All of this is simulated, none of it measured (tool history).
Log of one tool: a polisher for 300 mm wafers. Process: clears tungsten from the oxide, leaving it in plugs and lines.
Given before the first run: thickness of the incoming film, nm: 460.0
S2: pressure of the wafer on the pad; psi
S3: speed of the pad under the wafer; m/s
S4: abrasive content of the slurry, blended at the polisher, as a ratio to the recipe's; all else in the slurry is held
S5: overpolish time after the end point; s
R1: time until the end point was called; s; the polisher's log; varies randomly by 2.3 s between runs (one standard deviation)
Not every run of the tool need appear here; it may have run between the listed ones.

Run 1, hour 0: flow of slurry (ml/min) 240, S2 4.7 psi, S3 1.02 m/s, S4 1, S5 40 s. Result: R1 78.539 s.
Run 2, hour 7.1: flow of slurry (ml/min) 240, S2 4.7 psi, S3 1.26 m/s, S4 1, S5 40 s. Result: R1 63.356 s.
Run 3, hour 12.7: flow of slurry (ml/min) 240, S2 5.2 psi, S3 1.26 m/s, S4 1, S5 40 s. Result: R1 58.365 s.
Run 4, hour 18.5: flow of slurry (ml/min) 240, S2 5.2 psi, S3 1.26 m/s, S4 0.85, S5 40 s. Result: R1 62.248 s.
Run 5, hour 19.2: flow of slurry (ml/min) 240, S2 4.2 psi, S3 1.14 m/s, S4 0.85, S5 40 s. Result: R1 83.317 s.
Run 6, hour 20.9: flow of slurry (ml/min) 240, S2 3.5 psi, S3 1.08 m/s, S4 0.85, S5 40 s. Result: R1 96.065 s.
Run 7, hour 26.7: flow of slurry (ml/min) 240, S2 3.1 psi, S3 1 m/s, S4 0.85, S5 40 s. Result: R1 112.67 s.

For run 8, what comes out?
Run 8, hour 35: flow of slurry (ml/min) 240, S2 2.8 psi, S3 0.98 m/s, S4 0.85, S5 40 s. Result: R1 ?.

Run 8 gave R1 127.67 s.
